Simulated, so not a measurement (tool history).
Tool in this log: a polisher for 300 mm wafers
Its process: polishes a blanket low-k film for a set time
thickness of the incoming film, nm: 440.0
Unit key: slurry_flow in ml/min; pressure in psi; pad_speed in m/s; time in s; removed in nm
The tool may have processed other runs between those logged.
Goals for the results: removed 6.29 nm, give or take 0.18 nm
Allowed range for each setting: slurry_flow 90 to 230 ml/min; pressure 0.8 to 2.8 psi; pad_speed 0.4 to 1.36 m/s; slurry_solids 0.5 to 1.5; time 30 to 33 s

run	hour	slurry_flow	pressure	pad_speed	slurry_solids	time	removed
1	0	150	1.8	0.88	1	33	12.992
2	6.6	150	1.8	0.98	1	33	14.215
3	9.3	150	1.8	0.98	1.15	33	15.087
4	11.8	150	1.6	0.98	1.15	33	13.43
5	20.3	145	1.4	0.9	1.15	33	11.083
6	23.5	120	1.4	0.9	1.15	33	10.608
7	30.4	115	1.2	0.86	1.15	33	8.6696
8	33	110	1.1	0.86	1.15	33	8.0189
9	36.7	105	1	0.86	1.15	33	7.2738
10	39.7	100	1	0.86	1.15	33	7.0721
11	40.9	90	0.8	0.86	1.15	33	5.6307
12	47.1	100	0.8	0.86	1.15	33	5.8565
13	50.7	105	0.8	0.86	1.15	33	5.8023

Of the 5 settings listed for the next run, only one would bring every result within its allowed miss of target. Which one?
A	54.3	90	1.1	0.8	1.05	33	?
B	54.3	90	1.3	0.62	1	31	?
C	54.3	125	0.8	0.92	0.8	33	?
D	54.3	90	0.9	1	1.15	32	?
E	54.3	100	0.9	1.08	1.1	30	?

move	removed
A	6.8468
B	6.1594
C	5.3033
D	6.725
E	6.7384
A: carries the result that was furthest off beyond its target, to the other side
B: all results in spec
C: the biggest miss grows against the last run
D: carries the result that was furthest off beyond its target, to the other side
E: carries the result that was furthest off beyond its target, to the other side
Correct choice: B, which meets every target
